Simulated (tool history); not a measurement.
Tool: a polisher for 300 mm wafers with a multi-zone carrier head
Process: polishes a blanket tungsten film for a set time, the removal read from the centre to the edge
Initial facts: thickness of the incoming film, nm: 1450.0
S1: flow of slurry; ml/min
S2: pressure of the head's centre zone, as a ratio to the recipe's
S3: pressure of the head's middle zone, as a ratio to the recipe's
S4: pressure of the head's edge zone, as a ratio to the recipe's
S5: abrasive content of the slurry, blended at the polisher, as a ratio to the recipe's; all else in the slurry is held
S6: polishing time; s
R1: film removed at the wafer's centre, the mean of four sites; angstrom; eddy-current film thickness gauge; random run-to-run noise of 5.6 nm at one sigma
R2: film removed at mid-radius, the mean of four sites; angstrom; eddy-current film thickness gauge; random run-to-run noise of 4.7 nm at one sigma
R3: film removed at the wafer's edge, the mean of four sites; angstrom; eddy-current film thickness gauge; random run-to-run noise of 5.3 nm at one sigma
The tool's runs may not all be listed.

run  hour   S1    S2    S3    S4    S5  S6      R1      R2      R3
  1     0  160     1     1     1     1  79  4787.3  4982.6  4825.3
  2   5.8  180     1     1     1     1  79  4820.8  5066.4  5037.8
  3  14.1  180     1     1     1  0.85  79  4645.3  4885.2  4829.9
  4  22.2  180     1  1.07     1  0.85  79    4656  5184.3  4822.9
  5  23.2  180     1  1.07  0.95  0.85  79  4685.7    5127    4618
  6  29.2  185  1.03  1.06  0.97  0.95  79  4945.5  5369.9  4916.5
     33.8  -- centre zone pressure recalibrated
  7  33.8  185  1.06  1.03  0.97  1.05  80  5588.4  5407.9  5073.6

The next listed run, before its measurement:
  8    38  195  1.08  1.03   1  1.05  80   ?   ?   ?

R1: 5743.7 angstrom
R2: 5416.7 angstrom
R3: 5131.8 angstrom
